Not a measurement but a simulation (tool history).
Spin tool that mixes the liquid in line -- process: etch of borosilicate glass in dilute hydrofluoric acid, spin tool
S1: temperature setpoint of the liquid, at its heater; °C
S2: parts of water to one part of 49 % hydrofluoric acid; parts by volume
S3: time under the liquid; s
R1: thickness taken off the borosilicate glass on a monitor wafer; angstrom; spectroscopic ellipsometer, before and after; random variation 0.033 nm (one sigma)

{"run": 1, "hour": 0.0, "S1": 23, "S2": 280, "S3": 270, "R1": 121.23}
{"run": 2, "hour": 2.7, "S1": 23, "S2": 200, "S3": 270, "R1": 185.65}
{"run": 3, "hour": 5.3, "S1": 23, "S2": 270, "S3": 270, "R1": 129.27}
{"run": 4, "hour": 7.6, "S1": 22.5, "S2": 290, "S3": 270, "R1": 114.57}
{"run": 5, "hour": 12.9, "S1": 22.5, "S2": 350, "S3": 270, "R1": 88.91}
{"run": 6, "hour": 20.1, "S1": 22.5, "S2": 410, "S3": 270, "R1": 73.454}
{"run": 7, "hour": 25.9, "S1": 22, "S2": 415, "S3": 270, "R1": 71.26}
{"run": 8, "hour": 28.8, "S1": 21.5, "S2": 420, "S3": 270, "R1": 67.921}
{"run": 9, "hour": 35.4, "S1": 21, "S2": 425, "S3": 270, "R1": 65.947}

For run 10, what comes out?
{"run": 10, "hour": 43.1, "S1": 21, "S2": 425, "S3": 270, "R1": "?"}

{"run 10": {"R1": 66.194}}

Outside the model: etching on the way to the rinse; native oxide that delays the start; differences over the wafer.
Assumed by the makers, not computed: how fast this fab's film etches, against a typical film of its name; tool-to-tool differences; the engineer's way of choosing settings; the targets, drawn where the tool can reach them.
